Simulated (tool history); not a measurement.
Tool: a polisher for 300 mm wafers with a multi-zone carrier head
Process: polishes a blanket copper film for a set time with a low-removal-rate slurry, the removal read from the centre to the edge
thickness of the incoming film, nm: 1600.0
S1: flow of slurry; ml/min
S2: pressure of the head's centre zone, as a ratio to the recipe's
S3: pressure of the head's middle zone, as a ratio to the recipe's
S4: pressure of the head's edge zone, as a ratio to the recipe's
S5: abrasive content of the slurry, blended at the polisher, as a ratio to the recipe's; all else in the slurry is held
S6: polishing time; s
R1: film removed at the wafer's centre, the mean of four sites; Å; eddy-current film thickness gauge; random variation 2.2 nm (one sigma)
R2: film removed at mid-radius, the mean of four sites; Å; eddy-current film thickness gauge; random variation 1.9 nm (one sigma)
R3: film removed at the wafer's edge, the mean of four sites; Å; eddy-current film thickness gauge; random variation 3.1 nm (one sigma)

run,hour,S1,S2,S3,S4,S5,S6,R1,R2,R3
1,0.0,155,1.00,1.00,1.00,1.00,72,2251.7,2309.5,2131.2
2,8.6,145,0.98,1.00,1.02,1.00,72,2172.8,2286.0,2088.1
3,12.8,140,0.95,0.98,1.04,1.05,72,2145.6,2246.6,2163.7
4,15.0,140,0.95,0.98,1.04,1.15,72,2229.1,2318.1,2283.6
5,16.6,135,0.93,0.98,1.04,1.15,72,2125.8,2308.9,2182.6
6,21.7,135,0.93,0.98,1.04,1.15,81,2382.2,2593.8,2449.0
7,30.5,130,0.91,0.97,1.05,1.10,81,2310.4,2516.2,2443.8
8,39.4,125,0.89,0.96,1.05,1.05,81,2176.1,2435.3,2354.0
9,43.8,120,0.88,0.95,1.05,1.05,81,2155.0,2372.0,2395.1
10,52.3,115,0.87,0.95,1.04,1.05,81,2095.9,2368.2,2287.2
11,59.6,110,0.86,0.94,1.04,1.05,81,2075.7,2307.0,2287.7
12,63.2,110,0.85,0.94,1.04,1.05,81,2041.5,2250.6,2319.2
13,68.8,110,0.84,0.95,1.03,1.05,81,2026.6,2310.7,2335.5

The next listed run, before its measurement:
# hour 73.4: edge zone pressure recalibrated
14,73.4,110,0.84,0.95,1.03,1.00,81,?,?,?

{"run 14": {"R1": 1961.4, "R2": 2284.4, "R3": 2394.5}}

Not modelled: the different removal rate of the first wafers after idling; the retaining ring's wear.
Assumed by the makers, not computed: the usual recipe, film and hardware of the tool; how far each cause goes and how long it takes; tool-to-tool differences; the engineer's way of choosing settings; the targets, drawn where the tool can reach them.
